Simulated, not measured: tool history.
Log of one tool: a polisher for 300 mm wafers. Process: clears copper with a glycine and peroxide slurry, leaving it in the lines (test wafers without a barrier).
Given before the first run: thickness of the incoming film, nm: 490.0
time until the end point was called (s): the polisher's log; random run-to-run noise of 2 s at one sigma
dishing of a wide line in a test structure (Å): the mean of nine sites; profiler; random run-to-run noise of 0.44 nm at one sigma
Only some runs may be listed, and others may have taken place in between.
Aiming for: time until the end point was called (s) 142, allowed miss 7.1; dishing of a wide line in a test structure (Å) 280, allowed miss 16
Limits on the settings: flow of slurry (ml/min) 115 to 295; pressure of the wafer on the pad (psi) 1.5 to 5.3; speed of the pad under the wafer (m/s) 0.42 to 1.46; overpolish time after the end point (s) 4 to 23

run,day,flow of slurry (ml/min),pressure of the wafer on the pad (psi),speed of the pad under the wafer (m/s),overpolish time after the end point (s),time until the end point was called (s),dishing of a wide line in a test structure (Å)
1,0,190,3.4,0.94,12,85.983,356.1
2,0.188,190,3.4,0.94,14,84.704,400.56
3,0.55,190,3.4,0.84,14,95.161,376.67
4,0.721,190,3.2,0.84,14,100.64,357.84
5,0.983,190,3.2,0.84,12,100.28,323.66
6,1.3,190,3,0.84,12,103.8,317.15
7,1.338,190,2.8,0.84,12,112.52,302.99
8,1.583,190,2.7,0.84,12,112.88,294.42
9,1.7,190,2.6,0.84,12,116.09,275.78
10,1.725,190,2.5,0.82,12,125.19,270.17
11,1.842,190,2.3,0.8,13,132.91,278.59

Of the 5 settings listed for the next run, only one would bring every result within its allowed miss of target. Which one?
A,1.958,160,2.4,0.9,12,?,?
B,1.958,215,2.8,0.6,11,?,?
C,1.958,210,2.7,0.74,12,?,?
D,1.958,190,1.9,0.9,12,?,?
E,1.958,170,2.6,0.68,14,?,?

move,time until the end point was called (s),dishing of a wide line in a test structure (Å)
A,121.42,273.77
B,140.36,231.28
C,123.52,272.24
D,140.99,244.06
E,140.04,279.56
A: lands further from the targets than the last run did
B: the worst result of the last run now meets its target, but another is out of spec
C: lands further from the targets than the last run did
D: the worst result of the last run now meets its target, but another is out of spec
E: meets every target
The right move is E.
